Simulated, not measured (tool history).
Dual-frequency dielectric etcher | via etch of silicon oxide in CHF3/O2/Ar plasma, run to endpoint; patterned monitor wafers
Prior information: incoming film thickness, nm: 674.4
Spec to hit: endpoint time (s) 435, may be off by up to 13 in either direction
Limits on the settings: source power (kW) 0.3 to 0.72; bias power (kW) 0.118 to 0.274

run  hour  source power (kW)  bias power (kW)  endpoint time (s)
  1     0               0.51            0.196             357.28
  2   4.2               0.51            0.213             339.62
  3  10.1               0.46            0.198             369.03
  4  15.7               0.42             0.19             384.43
  5  20.8               0.42            0.219             352.74
  6  27.6               0.39            0.203             379.98
  7  31.7               0.37            0.194             392.75
  8  36.6               0.35            0.187             399.55
  9  40.7               0.34            0.179             416.81

Below are 5 possible settings for the next run. Only one of them brings all results inside the allowed miss of their targets. Which is it?
  A  44.8                0.4            0.185                  ?
  B  44.8               0.39            0.142                  ?
  C  44.8               0.34            0.189                  ?
  D  44.8               0.43            0.176                  ?
  E  44.8                0.3            0.175                  ?

move  endpoint time (s)
   A             394.99
   B             466.09
   C             405.72
   D             399.13
   E              436.4
A: lands further from the targets than the last run did
B: pushes the last run's worst result past its target
C: lands further from the targets than the last run did
D: lands further from the targets than the last run did
E: all results in spec
So the answer is move E, the one that meets all the targets.
